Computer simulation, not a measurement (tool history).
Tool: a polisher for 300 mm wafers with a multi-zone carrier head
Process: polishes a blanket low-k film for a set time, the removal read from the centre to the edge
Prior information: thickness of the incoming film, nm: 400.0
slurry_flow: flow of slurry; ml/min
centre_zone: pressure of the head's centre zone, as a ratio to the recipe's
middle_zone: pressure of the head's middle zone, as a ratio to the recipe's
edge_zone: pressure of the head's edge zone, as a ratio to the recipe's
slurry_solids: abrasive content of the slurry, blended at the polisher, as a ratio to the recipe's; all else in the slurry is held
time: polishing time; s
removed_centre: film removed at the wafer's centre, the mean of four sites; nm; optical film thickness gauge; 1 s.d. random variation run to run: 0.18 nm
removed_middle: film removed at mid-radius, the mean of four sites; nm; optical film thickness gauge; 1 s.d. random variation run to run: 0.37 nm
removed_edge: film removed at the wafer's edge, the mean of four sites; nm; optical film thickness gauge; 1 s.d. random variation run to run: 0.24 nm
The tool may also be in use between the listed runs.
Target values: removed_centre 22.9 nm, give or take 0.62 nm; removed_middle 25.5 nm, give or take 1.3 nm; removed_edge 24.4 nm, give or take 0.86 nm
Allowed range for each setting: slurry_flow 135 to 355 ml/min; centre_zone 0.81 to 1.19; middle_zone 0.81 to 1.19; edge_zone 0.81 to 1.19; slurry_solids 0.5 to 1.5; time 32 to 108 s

{"run": 1, "hour": 0.0, "slurry_flow": 225, "centre_zone": 1, "middle_zone": 1, "edge_zone": 1, "slurry_solids": 1, "time": 70, "removed_centre": 26.237, "removed_middle": 25.584, "removed_edge": 25.555}
{"run": 2, "hour": 4.4, "slurry_flow": 225, "centre_zone": 1, "middle_zone": 1, "edge_zone": 1, "slurry_solids": 0.85, "time": 70, "removed_centre": 23.889, "removed_middle": 23.837, "removed_edge": 23.431}
{"run": 3, "hour": 13.3, "slurry_flow": 225, "centre_zone": 1, "middle_zone": 0.92, "edge_zone": 1, "slurry_solids": 0.85, "time": 70, "removed_centre": 23.858, "removed_middle": 21.584, "removed_edge": 23.575}
{"run": 4, "hour": 19.2, "slurry_flow": 225, "centre_zone": 1.06, "middle_zone": 0.92, "edge_zone": 1, "slurry_solids": 0.85, "time": 70, "removed_centre": 25.444, "removed_middle": 21.855, "removed_edge": 23.457}
{"run": 5, "hour": 25.3, "slurry_flow": 225, "centre_zone": 1.06, "middle_zone": 0.92, "edge_zone": 1, "slurry_solids": 0.85, "time": 58, "removed_centre": 21.448, "removed_middle": 18.056, "removed_edge": 19.645}
{"run": 6, "hour": 31.9, "slurry_flow": 225, "centre_zone": 1.06, "middle_zone": 0.89, "edge_zone": 1, "slurry_solids": 0.85, "time": 58, "removed_centre": 21.015, "removed_middle": 17.446, "removed_edge": 19.462}
{"run": 7, "hour": 35.9, "slurry_flow": 225, "centre_zone": 1.06, "middle_zone": 0.89, "edge_zone": 1, "slurry_solids": 0.85, "time": 58, "removed_centre": 21.245, "removed_middle": 17.433, "removed_edge": 19.632}
{"run": 8, "hour": 38.6, "slurry_flow": 230, "centre_zone": 1.04, "middle_zone": 0.93, "edge_zone": 1.03, "slurry_solids": 0.9, "time": 58, "removed_centre": 21.841, "removed_middle": 19.197, "removed_edge": 20.464}
{"run": 9, "hour": 42.6, "slurry_flow": 235, "centre_zone": 1.02, "middle_zone": 0.95, "edge_zone": 1.06, "slurry_solids": 0.95, "time": 58, "removed_centre": 21.809, "removed_middle": 20.336, "removed_edge": 21.778}
{"run": 10, "hour": 49.1, "slurry_flow": 245, "centre_zone": 1.02, "middle_zone": 0.97, "edge_zone": 1.08, "slurry_solids": 0.95, "time": 58, "removed_centre": 21.764, "removed_middle": 20.531, "removed_edge": 21.508}
{"run": 11, "hour": 55.5, "slurry_flow": 240, "centre_zone": 1.01, "middle_zone": 0.99, "edge_zone": 1.09, "slurry_solids": 1, "time": 58, "removed_centre": 22.013, "removed_middle": 21.138, "removed_edge": 22.407}
{"run": 12, "hour": 62.4, "slurry_flow": 250, "centre_zone": 1, "middle_zone": 1.01, "edge_zone": 1.1, "slurry_solids": 1, "time": 58, "removed_centre": 22.078, "removed_middle": 21.776, "removed_edge": 22.374}
{"run": 13, "hour": 68.7, "slurry_flow": 250, "centre_zone": 0.99, "middle_zone": 1.03, "edge_zone": 1.11, "slurry_solids": 1, "time": 58, "removed_centre": 22.182, "removed_middle": 22.267, "removed_edge": 22.435}
{"run": 14, "hour": 69.5, "slurry_flow": 250, "centre_zone": 0.98, "middle_zone": 1.04, "edge_zone": 1.12, "slurry_solids": 1, "time": 58, "removed_centre": 21.436, "removed_middle": 21.818, "removed_edge": 22.37}
{"run": 15, "hour": 74.6, "slurry_flow": 255, "centre_zone": 0.98, "middle_zone": 1.06, "edge_zone": 1.13, "slurry_solids": 1, "time": 58, "removed_centre": 21.677, "removed_middle": 22.896, "removed_edge": 22.356}
{"run": 16, "hour": 75.1, "slurry_flow": 260, "centre_zone": 0.98, "middle_zone": 1.07, "edge_zone": 1.14, "slurry_solids": 1, "time": 58, "removed_centre": 21.653, "removed_middle": 22.809, "removed_edge": 22.34}

5 candidate next runs follow, results not yet known. Just one meets every target within its allowed miss. Identify it.
{"run": "A", "hour": 75.6, "slurry_flow": 270, "centre_zone": 0.94, "middle_zone": 1.17, "edge_zone": 1.03, "slurry_solids": 1, "time": 60, "removed_centre": "?", "removed_middle": "?", "removed_edge": "?"}
{"run": "B", "hour": 75.6, "slurry_flow": 215, "centre_zone": 0.88, "middle_zone": 1.13, "edge_zone": 1.17, "slurry_solids": 1, "time": 70, "removed_centre": "?", "removed_middle": "?", "removed_edge": "?"}
{"run": "C", "hour": 75.6, "slurry_flow": 355, "centre_zone": 0.93, "middle_zone": 1.08, "edge_zone": 1.08, "slurry_solids": 0.9, "time": 66, "removed_centre": "?", "removed_middle": "?", "removed_edge": "?"}
{"run": "D", "hour": 75.6, "slurry_flow": 230, "centre_zone": 0.91, "middle_zone": 1.06, "edge_zone": 1.19, "slurry_solids": 0.9, "time": 71, "removed_centre": "?", "removed_middle": "?", "removed_edge": "?"}
{"run": "E", "hour": 75.6, "slurry_flow": 355, "centre_zone": 1.04, "middle_zone": 1.15, "edge_zone": 1.04, "slurry_solids": 0.75, "time": 69, "removed_centre": "?", "removed_middle": "?", "removed_edge": "?"}

move=A removed_centre=21.681 removed_middle=25.322 removed_edge=22.649
move=B removed_centre=23.11 removed_middle=28.071 removed_edge=27.69
move=C removed_centre=22.946 removed_middle=25.248 removed_edge=24.644
move=D removed_centre=23.18 removed_middle=25.76 removed_edge=27.056
move=E removed_centre=24.368 removed_middle=25.256 removed_edge=22.93
A: closer than the last run, but not yet in spec
B: moves the result that the last run missed by most past its target, out the other side
C: all results in spec
D: moves the result that the last run missed by most past its target, out the other side
E: just as far off the targets as the last run
Answer: C
